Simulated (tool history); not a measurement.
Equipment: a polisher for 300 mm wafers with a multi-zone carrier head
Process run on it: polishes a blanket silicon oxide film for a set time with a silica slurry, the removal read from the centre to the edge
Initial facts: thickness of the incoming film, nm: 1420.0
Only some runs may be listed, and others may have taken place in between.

run,day,flow of slurry (ml/min),pressure of the head's centre zone,pressure of the head's middle zone,pressure of the head's edge zone,abrasive content of the slurry,polishing time (s),film removed at the wafer's centre (Å),film removed at mid-radius (Å),film removed at the wafer's edge (Å)
1,0,130,1,1,1,1,82,3917.1,3877.8,4127.7
2,0.362,130,1,1,0.92,1,82,3901.1,3851.1,3873
3,0.454,100,1,1,0.92,1,82,3597.8,3570.3,3725.3
4,0.825,100,1.05,1,0.92,1,82,3769.7,3559.6,3681.9
5,0.983,95,1.04,0.96,0.9,0.85,79,3295.2,3041.1,3326.7
6,1.108,95,1.05,0.95,0.88,0.75,76,2999.5,2774.6,2951.8

The next listed run, before its measurement:
7,1.354,95,1.05,0.92,0.87,0.7,75,?,?,?

film removed at the wafer's centre (Å): 2847.3
film removed at mid-radius (Å): 2591.7
film removed at the wafer's edge (Å): 2767.2

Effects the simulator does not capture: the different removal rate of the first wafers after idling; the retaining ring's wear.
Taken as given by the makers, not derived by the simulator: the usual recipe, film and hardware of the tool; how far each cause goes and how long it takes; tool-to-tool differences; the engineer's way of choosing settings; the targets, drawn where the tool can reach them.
